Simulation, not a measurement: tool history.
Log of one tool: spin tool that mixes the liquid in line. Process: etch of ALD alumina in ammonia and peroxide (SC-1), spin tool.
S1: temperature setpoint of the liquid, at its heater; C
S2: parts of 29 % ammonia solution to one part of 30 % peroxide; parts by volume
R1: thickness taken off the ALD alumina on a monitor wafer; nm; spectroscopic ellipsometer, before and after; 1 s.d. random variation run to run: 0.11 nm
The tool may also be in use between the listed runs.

Run 1, hour 0: S1 58 C, S2 0.5 parts by volume, time under the liquid (s) 75. Result: R1 10.059 nm.
Run 2, hour 7.4: S1 53.5 C, S2 0.5 parts by volume, time under the liquid (s) 75. Result: R1 7.8841 nm.
Run 3, hour 13.8: S1 53.5 C, S2 0.5 parts by volume, time under the liquid (s) 80. Result: R1 8.5725 nm.
Run 4, hour 17.4: S1 53.5 C, S2 0.5 parts by volume, time under the liquid (s) 75. Result: R1 7.923 nm.
Run 5, hour 20.7: S1 53.5 C, S2 0.6 parts by volume, time under the liquid (s) 75. Result: R1 8.0178 nm.
Run 6, hour 29.4: S1 53.5 C, S2 0.6 parts by volume, time under the liquid (s) 80. Result: R1 8.6438 nm.
Run 7, hour 37.2: S1 55.5 C, S2 0.6 parts by volume, time under the liquid (s) 80. Result: R1 9.5736 nm.

Run 8, settings as shown, results not yet in. Your forecast:
Run 8, hour 38.3: S1 61.5 C, S2 0.6 parts by volume, time under the liquid (s) 80. Result: R1 ?.

R1: 13.245 nm
